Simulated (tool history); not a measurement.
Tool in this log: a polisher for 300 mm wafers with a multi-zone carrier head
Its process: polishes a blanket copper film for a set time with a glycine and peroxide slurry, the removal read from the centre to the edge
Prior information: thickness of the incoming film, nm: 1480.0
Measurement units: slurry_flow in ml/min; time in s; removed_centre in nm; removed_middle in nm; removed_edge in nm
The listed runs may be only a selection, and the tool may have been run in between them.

{"run": 1, "day": 0.0, "slurry_flow": 195, "centre_zone": 1, "middle_zone": 1, "edge_zone": 1, "time": 44, "removed_centre": 288.12, "removed_middle": 292.58, "removed_edge": 281.7}
{"run": 2, "day": 0.296, "slurry_flow": 195, "centre_zone": 1.06, "middle_zone": 1, "edge_zone": 1, "time": 44, "removed_centre": 302.64, "removed_middle": 291.34, "removed_edge": 283.6}
{"run": 3, "day": 0.433, "slurry_flow": 190, "centre_zone": 1.04, "middle_zone": 0.98, "edge_zone": 0.97, "time": 40, "removed_centre": 271.76, "removed_middle": 261.95, "removed_edge": 254.7}
{"run": 4, "day": 0.479, "slurry_flow": 190, "centre_zone": 1.09, "middle_zone": 0.98, "edge_zone": 0.97, "time": 40, "removed_centre": 285.94, "removed_middle": 260.65, "removed_edge": 253.6}
{"run": 5, "day": 0.825, "slurry_flow": 185, "centre_zone": 1.07, "middle_zone": 0.96, "edge_zone": 0.95, "time": 37, "removed_centre": 255.76, "removed_middle": 235.7, "removed_edge": 228.5}
{"run": 6, "day": 1.004, "slurry_flow": 185, "centre_zone": 1, "middle_zone": 0.96, "edge_zone": 0.95, "time": 37, "removed_centre": 241.88, "removed_middle": 234.64, "removed_edge": 230.14}
{"run": 7, "day": 1.162, "slurry_flow": 155, "centre_zone": 0.94, "middle_zone": 0.89, "edge_zone": 0.85, "time": 25, "removed_centre": 148.63, "removed_middle": 144.24, "removed_edge": 146.89}
{"run": 8, "day": 1.196, "slurry_flow": 170, "centre_zone": 0.94, "middle_zone": 0.89, "edge_zone": 0.85, "time": 25, "removed_centre": 151.49, "removed_middle": 148.42, "removed_edge": 148.32}
{"run": 9, "day": 1.383, "slurry_flow": 170, "centre_zone": 0.94, "middle_zone": 0.89, "edge_zone": 0.85, "time": 25, "removed_centre": 152.05, "removed_middle": 148.4, "removed_edge": 148.42}

Run 10 is up next; what results do you expect?
{"run": 10, "day": 1.454, "slurry_flow": 180, "centre_zone": 0.94, "middle_zone": 0.89, "edge_zone": 0.86, "time": 25, "removed_centre": "?", "removed_middle": "?", "removed_edge": "?"}

Run 10 measured removed_centre 152.58 nm, removed_middle 147.78 nm, removed_edge 149.41 nm.
